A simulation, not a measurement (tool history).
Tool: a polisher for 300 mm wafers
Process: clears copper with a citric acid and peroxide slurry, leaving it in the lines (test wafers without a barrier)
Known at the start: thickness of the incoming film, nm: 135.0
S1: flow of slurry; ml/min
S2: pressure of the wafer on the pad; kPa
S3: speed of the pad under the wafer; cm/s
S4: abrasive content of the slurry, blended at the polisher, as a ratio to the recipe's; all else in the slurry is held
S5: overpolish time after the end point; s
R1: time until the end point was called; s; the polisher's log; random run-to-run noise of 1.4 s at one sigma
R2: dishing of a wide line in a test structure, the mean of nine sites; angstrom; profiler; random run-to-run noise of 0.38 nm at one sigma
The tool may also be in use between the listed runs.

run	hour	S1	S2	S3	S4	S5	R1	R2
1	0.0	305	14.5	90	1.00	29	109.16	231.94
2	2.7	305	14.5	82	1.00	29	115.49	220.87
3	4.0	305	14.5	90	1.00	29	111.31	235.10
4	7.9	295	14.5	92	0.95	33	111.04	265.63
5	13.2	280	15.2	92	0.90	36	107.83	287.74
6	20.5	280	15.2	94	0.90	39	105.62	313.12

What will run 7 give?
7	23.3	280	15.2	94	0.90	41	?	?

{"run 7": {"R1": 108.22, "R2": 319.74}}
